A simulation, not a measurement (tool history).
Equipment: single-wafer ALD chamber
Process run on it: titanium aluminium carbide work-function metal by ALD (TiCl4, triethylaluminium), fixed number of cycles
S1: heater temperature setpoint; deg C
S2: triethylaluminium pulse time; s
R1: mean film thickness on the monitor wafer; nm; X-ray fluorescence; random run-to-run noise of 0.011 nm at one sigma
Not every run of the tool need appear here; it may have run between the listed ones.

| run | hour | S1 | S2 | R1 |
|---|---|---|---|---|
| 1 | 0 | 300 | 10.63 | 1.9879 |
| 2 | 4.3 | 300 | 12.31 | 2.0351 |
| 3 | 9.7 | 300 | 13.46 | 2.0531 |
| 4 | 10.5 | 296 | 13.46 | 2.0004 |
| 5 | 12.7 | 293 | 13.14 | 1.9853 |
| 6 | 20.9 | 293 | 16.17 | 1.9865 |
| 7 | 29.3 | 290 | 14.45 | 1.955 |

Predict the results of run 8:
| 8 | 30 | 288 | 13.25 | ? |

Run 8 gave R1 1.934 nm.
